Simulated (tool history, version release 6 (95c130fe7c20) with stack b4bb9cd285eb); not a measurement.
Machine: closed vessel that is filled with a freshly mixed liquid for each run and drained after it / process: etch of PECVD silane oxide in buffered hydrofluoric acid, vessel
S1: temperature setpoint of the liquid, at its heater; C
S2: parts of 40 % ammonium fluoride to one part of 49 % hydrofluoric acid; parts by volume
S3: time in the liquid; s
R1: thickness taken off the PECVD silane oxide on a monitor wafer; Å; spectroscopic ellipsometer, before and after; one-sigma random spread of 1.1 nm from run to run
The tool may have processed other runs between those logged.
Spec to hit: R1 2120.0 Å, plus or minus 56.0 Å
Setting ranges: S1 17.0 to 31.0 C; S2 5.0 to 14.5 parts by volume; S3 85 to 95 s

run	hour	S1	S2	S3	R1
1	0.0	23.0	9.0	85	1443.8
2	2.1	24.5	9.0	85	1572.7
3	8.9	25.5	9.0	85	1666.1
4	17.2	26.5	9.0	85	1738.9
5	18.4	24.0	9.0	85	1539.7
6	24.0	24.0	9.0	95	1703.8
7	31.1	25.0	9.0	95	1804.3
8	32.9	25.5	9.0	95	1853.4
9	37.8	26.0	9.0	95	1923.0
10	45.5	26.0	9.0	95	1919.8
11	51.8	26.5	9.0	95	1964.8

Pick the move, out of 4, that brings all results within their allowed miss; only one does.
A	58.1	25.5	7.5	85	?
B	58.1	29.0	11.5	85	?
C	58.1	27.5	8.0	85	?
D	58.1	26.5	8.5	85	?

move	R1
A	2052.9
B	1662.6
C	2133.8
D	1893.0
A: gains on the last run, yet a result remains outside its allowed miss
B: the biggest miss grows against the last run
C: in spec on every target
D: the biggest miss grows against the last run
The right move is C.
